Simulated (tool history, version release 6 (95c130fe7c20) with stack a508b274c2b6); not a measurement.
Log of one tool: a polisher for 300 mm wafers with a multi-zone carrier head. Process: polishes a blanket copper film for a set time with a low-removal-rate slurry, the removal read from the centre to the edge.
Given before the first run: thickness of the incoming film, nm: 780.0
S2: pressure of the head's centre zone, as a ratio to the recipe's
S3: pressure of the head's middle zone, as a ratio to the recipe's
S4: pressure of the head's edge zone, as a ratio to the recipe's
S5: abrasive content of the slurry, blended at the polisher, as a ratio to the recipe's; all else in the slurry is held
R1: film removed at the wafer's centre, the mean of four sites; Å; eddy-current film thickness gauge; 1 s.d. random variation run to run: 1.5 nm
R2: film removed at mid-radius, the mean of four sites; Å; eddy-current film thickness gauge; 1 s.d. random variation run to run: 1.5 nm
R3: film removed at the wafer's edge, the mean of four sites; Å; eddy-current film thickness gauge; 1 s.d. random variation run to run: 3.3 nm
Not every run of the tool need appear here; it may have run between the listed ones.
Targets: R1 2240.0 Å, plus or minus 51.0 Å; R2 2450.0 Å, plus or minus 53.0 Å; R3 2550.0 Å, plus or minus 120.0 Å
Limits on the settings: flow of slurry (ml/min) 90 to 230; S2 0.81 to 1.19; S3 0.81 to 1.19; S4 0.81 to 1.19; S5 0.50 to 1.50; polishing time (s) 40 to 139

{"run": 1, "day": 0.0, "flow of slurry (ml/min)": 150, "S2": 1.0, "S3": 1.0, "S4": 1.0, "S5": 1.0, "polishing time (s)": 89, "R1": 1950.3, "R2": 1900.1, "R3": 1938.6}
{"run": 2, "day": 0.304, "flow of slurry (ml/min)": 160, "S2": 0.99, "S3": 1.02, "S4": 1.06, "S5": 1.15, "polishing time (s)": 90, "R1": 2025.7, "R2": 2009.7, "R3": 2086.0}
{"run": 3, "day": 0.638, "flow of slurry (ml/min)": 150, "S2": 0.99, "S3": 1.02, "S4": 1.06, "S5": 1.15, "polishing time (s)": 90, "R1": 2006.7, "R2": 2005.1, "R3": 2060.6}
{"run": 4, "day": 0.967, "flow of slurry (ml/min)": 175, "S2": 0.99, "S3": 1.02, "S4": 1.06, "S5": 1.15, "polishing time (s)": 90, "R1": 2026.4, "R2": 2054.2, "R3": 2098.9}
{"run": 5, "day": 1.221, "flow of slurry (ml/min)": 175, "S2": 0.99, "S3": 1.02, "S4": 0.98, "S5": 1.15, "polishing time (s)": 90, "R1": 2068.3, "R2": 2076.7, "R3": 2008.6}
{"run": 6, "day": 1.479, "flow of slurry (ml/min)": 180, "S2": 0.98, "S3": 1.04, "S4": 1.04, "S5": 1.25, "polishing time (s)": 92, "R1": 2166.6, "R2": 2188.1, "R3": 2181.1}
{"run": 7, "day": 1.717, "flow of slurry (ml/min)": 190, "S2": 0.97, "S3": 1.06, "S4": 1.08, "S5": 1.3, "polishing time (s)": 92, "R1": 2133.6, "R2": 2243.0, "R3": 2212.5}
{"run": 8, "day": 1.958, "flow of slurry (ml/min)": 190, "S2": 0.96, "S3": 1.06, "S4": 1.11, "S5": 1.35, "polishing time (s)": 94, "R1": 2188.6, "R2": 2324.0, "R3": 2319.1}
{"run": 9, "day": 1.992, "flow of slurry (ml/min)": 195, "S2": 0.95, "S3": 1.06, "S4": 1.13, "S5": 1.4, "polishing time (s)": 95, "R1": 2215.5, "R2": 2340.1, "R3": 2365.0}

Consider the 5 candidate settings below. Which is the only one whose results all fall within their allowed miss of target?
{"run": "A", "day": 2.025, "flow of slurry (ml/min)": 205, "S2": 0.97, "S3": 1.01, "S4": 0.98, "S5": 1.5, "polishing time (s)": 92, "R1": "?", "R2": "?", "R3": "?"}
{"run": "B", "day": 2.025, "flow of slurry (ml/min)": 185, "S2": 1.0, "S3": 1.07, "S4": 1.03, "S5": 1.5, "polishing time (s)": 89, "R1": "?", "R2": "?", "R3": "?"}
{"run": "C", "day": 2.025, "flow of slurry (ml/min)": 160, "S2": 0.9, "S3": 0.84, "S4": 1.19, "S5": 1.35, "polishing time (s)": 108, "R1": "?", "R2": "?", "R3": "?"}
{"run": "D", "day": 2.025, "flow of slurry (ml/min)": 180, "S2": 0.95, "S3": 1.14, "S4": 0.96, "S5": 1.25, "polishing time (s)": 97, "R1": "?", "R2": "?", "R3": "?"}
{"run": "E", "day": 2.025, "flow of slurry (ml/min)": 210, "S2": 0.9, "S3": 1.02, "S4": 1.14, "S5": 1.35, "polishing time (s)": 101, "R1": "?", "R2": "?", "R3": "?"}

move=A R1=2256.1 R2=2249.4 R3=2206.0
move=B R1=2211.4 R2=2208.0 R3=2159.5
move=C R1=2287.5 R2=2255.9 R3=2708.5
move=D R1=2188.0 R2=2383.2 R3=2177.0
move=E R1=2252.5 R2=2433.8 R3=2556.8
A: the biggest miss grows against the last run
B: the biggest miss grows against the last run
C: the biggest miss grows against the last run
D: the biggest miss grows against the last run
E: every result within its allowed miss
The right move is E.
